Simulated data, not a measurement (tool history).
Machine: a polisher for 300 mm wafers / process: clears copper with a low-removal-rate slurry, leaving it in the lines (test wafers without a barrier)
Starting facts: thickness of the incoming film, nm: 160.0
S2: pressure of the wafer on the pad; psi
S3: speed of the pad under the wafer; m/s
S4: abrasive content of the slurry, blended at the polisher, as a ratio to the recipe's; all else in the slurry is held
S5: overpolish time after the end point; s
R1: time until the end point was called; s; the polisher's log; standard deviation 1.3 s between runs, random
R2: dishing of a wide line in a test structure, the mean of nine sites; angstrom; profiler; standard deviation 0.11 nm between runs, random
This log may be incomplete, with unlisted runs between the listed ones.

Run 1, day 0: flow of slurry (ml/min) 195, S2 2.5 psi, S3 0.92 m/s, S4 1, S5 14 s. Result: R1 69.217 s, R2 270.08 angstrom.
Run 2, day 0.162: flow of slurry (ml/min) 200, S2 2.2 psi, S3 0.9 m/s, S4 1, S5 11 s. Result: R1 80.066 s, R2 191.69 angstrom.
Run 3, day 0.325: flow of slurry (ml/min) 200, S2 1.7 psi, S3 0.9 m/s, S4 1, S5 11 s. Result: R1 98.75 s, R2 150.61 angstrom.
Run 4, day 0.5: flow of slurry (ml/min) 170, S2 1.7 psi, S3 0.9 m/s, S4 1, S5 11 s. Result: R1 100.68 s, R2 146.96 angstrom.
Run 5, day 0.579: flow of slurry (ml/min) 170, S2 1.7 psi, S3 0.9 m/s, S4 0.9, S5 11 s. Result: R1 102.54 s, R2 144.83 angstrom.
Run 6, day 0.942: flow of slurry (ml/min) 210, S2 1.7 psi, S3 0.9 m/s, S4 0.9, S5 11 s. Result: R1 100.99 s, R2 150.97 angstrom.
Run 7, day 1.162: flow of slurry (ml/min) 180, S2 1.5 psi, S3 0.98 m/s, S4 1.1, S5 9 s. Result: R1 102.17 s, R2 122.77 angstrom.
Run 8, day 1.35: flow of slurry (ml/min) 160, S2 1.4 psi, S3 1.1 m/s, S4 1.25, S5 7 s. Result: R1 94.696 s, R2 99.785 angstrom.
Run 9, day 1.446: flow of slurry (ml/min) 155, S2 1.5 psi, S3 1.18 m/s, S4 1.45, S5 4 s. Result: R1 80.741 s, R2 68.398 angstrom.
Run 10, day 1.804: flow of slurry (ml/min) 155, S2 1.5 psi, S3 1.18 m/s, S4 1.35, S5 4 s. Result: R1 84.788 s, R2 65.765 angstrom.
Run 11, day 2.175: flow of slurry (ml/min) 145, S2 1.6 psi, S3 1.18 m/s, S4 1.3, S5 8 s. Result: R1 82.33 s, R2 137.32 angstrom.
Run 12, day 2.467: flow of slurry (ml/min) 185, S2 1.5 psi, S3 1.16 m/s, S4 1.35, S5 8 s. Result: R1 80.59 s, R2 135.6 angstrom.

For run 13, what comes out?
Run 13, day 2.596: flow of slurry (ml/min) 195, S2 1.6 psi, S3 1.1 m/s, S4 1.35, S5 7 s. Result: R1 ?, R2 ?.

Logged for run 13: R1 83.033 s, R2 116.67 angstrom.
